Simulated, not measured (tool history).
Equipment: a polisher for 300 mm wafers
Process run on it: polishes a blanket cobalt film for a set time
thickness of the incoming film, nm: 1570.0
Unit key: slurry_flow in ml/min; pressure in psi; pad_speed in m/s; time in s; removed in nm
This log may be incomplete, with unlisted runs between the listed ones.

Run 1, hour 0.0: slurry_flow 235 ml/min, pressure 1.5 psi, pad_speed 1.04 m/s, time 29 s. Result: removed 121.960 nm.
Run 2, hour 7.7: slurry_flow 235 ml/min, pressure 1.5 psi, pad_speed 1.04 m/s, time 29 s. Result: removed 120.560 nm.
Run 3, hour 11.7: slurry_flow 235 ml/min, pressure 1.8 psi, pad_speed 1.04 m/s, time 29 s. Result: removed 143.760 nm.
Run 4, hour 12.8: slurry_flow 235 ml/min, pressure 1.8 psi, pad_speed 1.04 m/s, time 26 s. Result: removed 129.200 nm.
Run 5, hour 19.6: slurry_flow 185 ml/min, pressure 1.8 psi, pad_speed 1.04 m/s, time 26 s. Result: removed 123.760 nm.
Run 6, hour 20.8: slurry_flow 185 ml/min, pressure 1.8 psi, pad_speed 1.18 m/s, time 26 s. Result: removed 141.040 nm.
Run 7, hour 29.1: slurry_flow 175 ml/min, pressure 1.4 psi, pad_speed 1.14 m/s, time 26 s. Result: removed 107.630 nm.
Run 8, hour 31.1: slurry_flow 165 ml/min, pressure 1.2 psi, pad_speed 1.12 m/s, time 26 s. Result: removed 92.294 nm.
Run 9, hour 39.5: slurry_flow 160 ml/min, pressure 1.0 psi, pad_speed 1.12 m/s, time 26 s. Result: removed 77.157 nm.
Run 10, hour 45.0: slurry_flow 155 ml/min, pressure 0.9 psi, pad_speed 1.12 m/s, time 26 s. Result: removed 71.093 nm.
Run 11, hour 49.7: slurry_flow 150 ml/min, pressure 0.9 psi, pad_speed 1.12 m/s, time 26 s. Result: removed 71.072 nm.
Run 12, hour 51.9: slurry_flow 145 ml/min, pressure 0.9 psi, pad_speed 1.12 m/s, time 26 s. Result: removed 69.755 nm.
Run 13, hour 58.8: slurry_flow 140 ml/min, pressure 0.9 psi, pad_speed 1.12 m/s, time 26 s. Result: removed 70.748 nm.
Run 14, hour 63.2: slurry_flow 140 ml/min, pressure 0.8 psi, pad_speed 1.12 m/s, time 26 s. Result: removed 63.270 nm.
Run 15, hour 72.1: slurry_flow 155 ml/min, pressure 0.8 psi, pad_speed 1.12 m/s, time 26 s. Result: removed 64.779 nm.
Run 16, hour 80.9: slurry_flow 160 ml/min, pressure 0.8 psi, pad_speed 1.12 m/s, time 26 s. Result: removed 65.000 nm.

For run 17, what comes out?
Run 17, hour 82.1: slurry_flow 165 ml/min, pressure 0.8 psi, pad_speed 1.12 m/s, time 26 s. Result: removed ?.

removed: 64.359 nm

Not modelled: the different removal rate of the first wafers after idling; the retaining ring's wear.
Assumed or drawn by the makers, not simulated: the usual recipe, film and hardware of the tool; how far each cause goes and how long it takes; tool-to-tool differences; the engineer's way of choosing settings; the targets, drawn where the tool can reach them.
